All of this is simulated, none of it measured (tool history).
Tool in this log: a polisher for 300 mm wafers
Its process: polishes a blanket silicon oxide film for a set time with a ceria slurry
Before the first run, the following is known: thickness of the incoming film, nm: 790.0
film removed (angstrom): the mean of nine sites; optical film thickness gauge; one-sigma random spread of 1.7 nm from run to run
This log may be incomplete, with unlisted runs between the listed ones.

run,hour,flow of slurry (ml/min),pressure of the wafer on the pad (kPa),speed of the pad under the wafer (m/s),polishing time (s),film removed (angstrom)
1,0,140,20.7,1,91,3799.8
2,5.6,135,19.3,1,91,3559.2
3,7.8,130,17.9,1,91,3306.1
4,13.4,125,16.5,1,91,3019.6
5,15.1,125,16.5,1.1,91,3278.6
6,23.4,125,20.7,1.1,91,4081.8
7,24.7,100,15.2,1.08,91,2783.9

Predict the results of run 8:
8,27.6,100,14.5,1.08,91,?

{"run 8": {"film removed (angstrom)": 2713.7}}
